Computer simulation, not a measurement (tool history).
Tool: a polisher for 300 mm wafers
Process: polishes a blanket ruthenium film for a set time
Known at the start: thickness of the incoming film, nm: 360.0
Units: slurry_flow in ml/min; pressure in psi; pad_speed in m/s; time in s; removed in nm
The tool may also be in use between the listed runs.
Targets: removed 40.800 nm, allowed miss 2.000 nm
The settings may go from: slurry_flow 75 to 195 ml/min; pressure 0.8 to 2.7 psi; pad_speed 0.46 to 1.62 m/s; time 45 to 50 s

run 1 day=0.000 | slurry_flow=125 pressure=1.7 pad_speed=1.04 time=50 | removed=46.366
run 2 day=0.062 | slurry_flow=120 pressure=1.6 pad_speed=1.04 time=50 | removed=43.259
run 3 day=0.204 | slurry_flow=120 pressure=2.0 pad_speed=1.04 time=50 | removed=52.863
run 4 day=0.492 | slurry_flow=120 pressure=2.0 pad_speed=1.04 time=50 | removed=52.465
run 5 day=0.662 | slurry_flow=120 pressure=2.3 pad_speed=1.04 time=50 | removed=61.396
run 6 day=0.979 | slurry_flow=100 pressure=2.3 pad_speed=1.04 time=50 | removed=58.775
run 7 day=1.258 | slurry_flow=100 pressure=2.2 pad_speed=1.04 time=50 | removed=56.899
run 8 day=1.317 | slurry_flow=100 pressure=2.1 pad_speed=1.04 time=50 | removed=53.182
-- day=1.688 worn pad replaced by a new one
run 9 day=1.688 | slurry_flow=100 pressure=2.0 pad_speed=1.04 time=50 | removed=56.727
run 10 day=2.054 | slurry_flow=110 pressure=1.9 pad_speed=1.04 time=50 | removed=55.276
run 11 day=2.129 | slurry_flow=120 pressure=1.8 pad_speed=1.02 time=50 | removed=54.523
run 12 day=2.408 | slurry_flow=120 pressure=1.7 pad_speed=1.04 time=50 | removed=51.627
run 13 day=2.638 | slurry_flow=120 pressure=1.6 pad_speed=1.02 time=50 | removed=46.452
run 14 day=2.921 | slurry_flow=120 pressure=1.5 pad_speed=1.02 time=50 | removed=44.569
run 15 day=3.192 | slurry_flow=110 pressure=1.3 pad_speed=1.02 time=50 | removed=38.788
run 16 day=3.479 | slurry_flow=115 pressure=1.3 pad_speed=1.02 time=50 | removed=38.331

Which of these 5 next moves meets every target?
run A day=3.767 | slurry_flow=90 pressure=1.3 pad_speed=1.00 time=45 | removed=?
run B day=3.767 | slurry_flow=80 pressure=1.1 pad_speed=1.36 time=50 | removed=?
run C day=3.767 | slurry_flow=130 pressure=1.2 pad_speed=0.96 time=50 | removed=?
run D day=3.767 | slurry_flow=110 pressure=1.3 pad_speed=0.94 time=50 | removed=?
run E day=3.767 | slurry_flow=120 pressure=1.5 pad_speed=1.00 time=47 | removed=?

move=A removed=32.007
move=B removed=37.144
move=C removed=35.204
move=D removed=35.960
move=E removed=41.562
A: further off than the last run
B: further off than the last run
C: further off than the last run
D: further off than the last run
E: meets every target
Answer: E

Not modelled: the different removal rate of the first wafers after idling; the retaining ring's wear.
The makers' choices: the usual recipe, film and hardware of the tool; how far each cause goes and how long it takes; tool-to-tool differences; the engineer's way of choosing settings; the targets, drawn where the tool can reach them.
